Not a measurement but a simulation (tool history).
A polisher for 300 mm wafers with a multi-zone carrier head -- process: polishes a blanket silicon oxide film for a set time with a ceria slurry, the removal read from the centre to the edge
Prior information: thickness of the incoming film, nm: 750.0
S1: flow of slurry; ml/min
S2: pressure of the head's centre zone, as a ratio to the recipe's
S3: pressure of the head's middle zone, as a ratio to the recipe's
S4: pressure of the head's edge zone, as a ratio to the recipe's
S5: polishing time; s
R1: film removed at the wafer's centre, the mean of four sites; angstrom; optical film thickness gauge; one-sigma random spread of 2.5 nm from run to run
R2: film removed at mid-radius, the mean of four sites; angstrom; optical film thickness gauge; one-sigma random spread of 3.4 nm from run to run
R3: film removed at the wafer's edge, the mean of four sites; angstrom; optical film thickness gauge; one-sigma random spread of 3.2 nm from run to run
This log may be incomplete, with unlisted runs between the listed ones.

Run 1, hour 0: S1 195 ml/min, S2 1, S3 1, S4 1, S5 54 s. Result: R1 2028.9 angstrom, R2 2026.1 angstrom, R3 2063.5 angstrom.
Run 2, hour 0.9: S1 230 ml/min, S2 1, S3 1, S4 1, S5 54 s. Result: R1 2095.9 angstrom, R2 2081.2 angstrom, R3 2069 angstrom.
Run 3, hour 6.6: S1 230 ml/min, S2 1, S3 1, S4 1, S5 65 s. Result: R1 2532.3 angstrom, R2 2522.2 angstrom, R3 2589.3 angstrom.
Run 4, hour 9.2: S1 240 ml/min, S2 1, S3 1.03, S4 1, S5 65 s. Result: R1 2526.5 angstrom, R2 2617.3 angstrom, R3 2581.2 angstrom.
Run 5, hour 12.7: S1 240 ml/min, S2 1, S3 1.03, S4 1, S5 76 s. Result: R1 2953.6 angstrom, R2 3049.7 angstrom, R3 3028.5 angstrom.
Run 6, hour 13.5: S1 220 ml/min, S2 0.99, S3 1.04, S4 0.97, S5 75 s. Result: R1 2892.5 angstrom, R2 2897.5 angstrom, R3 2906.7 angstrom.
Run 7, hour 21.9: S1 210 ml/min, S2 0.97, S3 1.07, S4 0.95, S5 75 s. Result: R1 2821 angstrom, R2 3012.9 angstrom, R3 2865.5 angstrom.
Run 8, hour 26.2: S1 200 ml/min, S2 0.96, S3 1.07, S4 0.93, S5 74 s. Result: R1 2732.8 angstrom, R2 3005.6 angstrom, R3 2752.2 angstrom.

Run 9, settings as shown, results not yet in. Your forecast:
Run 9, hour 30.2: S1 190 ml/min, S2 0.96, S3 1.06, S4 0.93, S5 74 s. Result: R1 ?, R2 ?, R3 ?.

Run 9 yielded R1 2754.1 angstrom, R2 2910 angstrom, R3 2794.1 angstrom.
